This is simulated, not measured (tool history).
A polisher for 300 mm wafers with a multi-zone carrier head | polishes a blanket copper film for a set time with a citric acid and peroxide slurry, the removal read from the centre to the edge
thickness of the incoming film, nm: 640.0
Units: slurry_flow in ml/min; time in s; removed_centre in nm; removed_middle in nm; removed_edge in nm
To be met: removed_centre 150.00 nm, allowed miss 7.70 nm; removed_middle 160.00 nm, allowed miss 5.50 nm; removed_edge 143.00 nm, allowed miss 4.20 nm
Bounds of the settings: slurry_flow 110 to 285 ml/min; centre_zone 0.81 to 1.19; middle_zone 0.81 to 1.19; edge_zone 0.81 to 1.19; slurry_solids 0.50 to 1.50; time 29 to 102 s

run,day,slurry_flow,centre_zone,middle_zone,edge_zone,slurry_solids,time,removed_centre,removed_middle,removed_edge
1,0.000,180,1.00,1.00,1.00,1.00,65,164.24,168.27,165.98
2,0.192,180,1.00,1.00,1.00,1.00,80,201.46,212.11,204.23
3,0.421,180,1.00,1.00,1.00,0.80,80,185.16,198.46,191.82
4,0.558,180,1.00,1.00,0.94,0.80,80,187.80,197.69,188.42
5,0.879,175,1.01,1.02,0.91,0.70,77,181.10,184.25,172.12
6,1.192,170,0.99,1.03,0.89,0.65,75,165.83,176.47,163.44
7,1.446,165,0.99,1.04,0.87,0.60,74,158.87,170.75,156.68
8,1.762,140,1.01,1.06,0.81,0.50,72,143.88,159.10,136.84

Which of these 4 next moves meets every target?
A,2.079,185,1.07,1.18,0.89,0.50,62,?,?,?
B,2.079,175,1.09,1.12,0.81,0.50,67,?,?,?
C,2.079,145,1.05,1.08,0.82,0.50,69,?,?,?
D,2.079,130,1.03,1.07,0.86,0.55,73,?,?,?

move,removed_centre,removed_middle,removed_edge
A,137.92,153.45,128.92
B,150.16,158.76,133.08
C,142.63,153.82,134.07
D,146.73,160.99,145.08
A: further off than the last run
B: further off than the last run
C: further off than the last run
D: meets every target
Move D is the one to make.
